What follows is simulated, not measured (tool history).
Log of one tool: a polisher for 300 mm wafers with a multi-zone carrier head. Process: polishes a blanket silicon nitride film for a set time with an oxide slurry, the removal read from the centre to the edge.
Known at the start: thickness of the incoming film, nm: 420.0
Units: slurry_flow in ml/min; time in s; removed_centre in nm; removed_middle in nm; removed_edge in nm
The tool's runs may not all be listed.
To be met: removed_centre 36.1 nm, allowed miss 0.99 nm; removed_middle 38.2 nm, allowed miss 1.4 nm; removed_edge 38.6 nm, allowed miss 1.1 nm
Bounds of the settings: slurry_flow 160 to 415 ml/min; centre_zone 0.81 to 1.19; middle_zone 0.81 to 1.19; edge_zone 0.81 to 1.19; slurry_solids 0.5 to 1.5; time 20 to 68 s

Run 1, day 0: slurry_flow 265 ml/min, centre_zone 1, middle_zone 1, edge_zone 1, slurry_solids 1, time 44 s. Result: removed_centre 26.743 nm, removed_middle 25.594 nm, removed_edge 24.899 nm.
Run 2, day 0.133: slurry_flow 265 ml/min, centre_zone 1, middle_zone 1, edge_zone 1, slurry_solids 1, time 37 s. Result: removed_centre 22.605 nm, removed_middle 21.717 nm, removed_edge 20.844 nm.
Run 3, day 0.275: slurry_flow 265 ml/min, centre_zone 0.98, middle_zone 1.02, edge_zone 1.05, slurry_solids 1.15, time 41 s. Result: removed_centre 26.266 nm, removed_middle 26.255 nm, removed_edge 25.536 nm.
Run 4, day 0.479: slurry_flow 265 ml/min, centre_zone 0.97, middle_zone 1.03, edge_zone 1.09, slurry_solids 1.25, time 44 s. Result: removed_centre 29.333 nm, removed_middle 29.106 nm, removed_edge 28.958 nm.
Run 5, day 0.746: slurry_flow 265 ml/min, centre_zone 1.01, middle_zone 1.03, edge_zone 1.09, slurry_solids 1.25, time 44 s. Result: removed_centre 30.329 nm, removed_middle 29.454 nm, removed_edge 28.715 nm.
Run 6, day 1.042: slurry_flow 265 ml/min, centre_zone 1.07, middle_zone 1.03, edge_zone 1.09, slurry_solids 1.25, time 44 s. Result: removed_centre 31.874 nm, removed_middle 29.46 nm, removed_edge 28.801 nm.
Run 7, day 1.196: slurry_flow 270 ml/min, centre_zone 1.02, middle_zone 1.04, edge_zone 1.12, slurry_solids 1.35, time 46 s. Result: removed_centre 33.204 nm, removed_middle 32.1 nm, removed_edge 31.079 nm.
Run 8, day 1.479: slurry_flow 255 ml/min, centre_zone 0.98, middle_zone 1.04, edge_zone 1.14, slurry_solids 1.4, time 48 s. Result: removed_centre 33.455 nm, removed_middle 33.383 nm, removed_edge 33.679 nm.
Run 9, day 1.846: slurry_flow 270 ml/min, centre_zone 0.96, middle_zone 1.05, edge_zone 1.16, slurry_solids 1.45, time 49 s. Result: removed_centre 34.213 nm, removed_middle 36.113 nm, removed_edge 35.75 nm.
Run 10, day 2.212: slurry_flow 285 ml/min, centre_zone 0.96, middle_zone 1.04, edge_zone 1.17, slurry_solids 1.45, time 49 s. Result: removed_centre 34.233 nm, removed_middle 35.368 nm, removed_edge 35.3 nm.
Run 11, day 2.383: slurry_flow 275 ml/min, centre_zone 0.96, middle_zone 1.05, edge_zone 1.18, slurry_solids 1.45, time 50 s. Result: removed_centre 35.144 nm, removed_middle 36.031 nm, removed_edge 36.891 nm.
Run 12, day 2.604: slurry_flow 275 ml/min, centre_zone 0.96, middle_zone 1.06, edge_zone 1.18, slurry_solids 1.45, time 50 s. Result: removed_centre 34.481 nm, removed_middle 35.935 nm, removed_edge 36.353 nm.
Run 13, day 2.912: slurry_flow 280 ml/min, centre_zone 0.96, middle_zone 1.06, edge_zone 1.18, slurry_solids 1.45, time 51 s. Result: removed_centre 35.392 nm, removed_middle 37.702 nm, removed_edge 37.343 nm.

Which of these 4 next moves meets every target?
Run A, day 3.221: slurry_flow 235 ml/min, centre_zone 0.95, middle_zone 1.06, edge_zone 1.19, slurry_solids 1.3, time 56 s. Result: removed_centre ?, removed_middle ?, removed_edge ?.
Run B, day 3.221: slurry_flow 300 ml/min, centre_zone 0.95, middle_zone 1.1, edge_zone 1.07, slurry_solids 1.4, time 56 s. Result: removed_centre ?, removed_middle ?, removed_edge ?.
Run C, day 3.221: slurry_flow 315 ml/min, centre_zone 0.91, middle_zone 1.19, edge_zone 1.13, slurry_solids 1.35, time 53 s. Result: removed_centre ?, removed_middle ?, removed_edge ?.
Run D, day 3.221: slurry_flow 285 ml/min, centre_zone 0.93, middle_zone 1.12, edge_zone 1.16, slurry_solids 1.4, time 54 s. Result: removed_centre ?, removed_middle ?, removed_edge ?.

move  removed_centre  removed_middle  removed_edge
   A           36.34          38.432         38.91
   B           38.61          41.893        38.852
   C          34.666          41.741        37.284
   D          36.242          40.761        38.807
A: meets every target
B: brings the result that was furthest off to its target, and leaves another outside
C: further off than the last run
D: brings the result that was furthest off to its target, and leaves another outside
The right move is A.
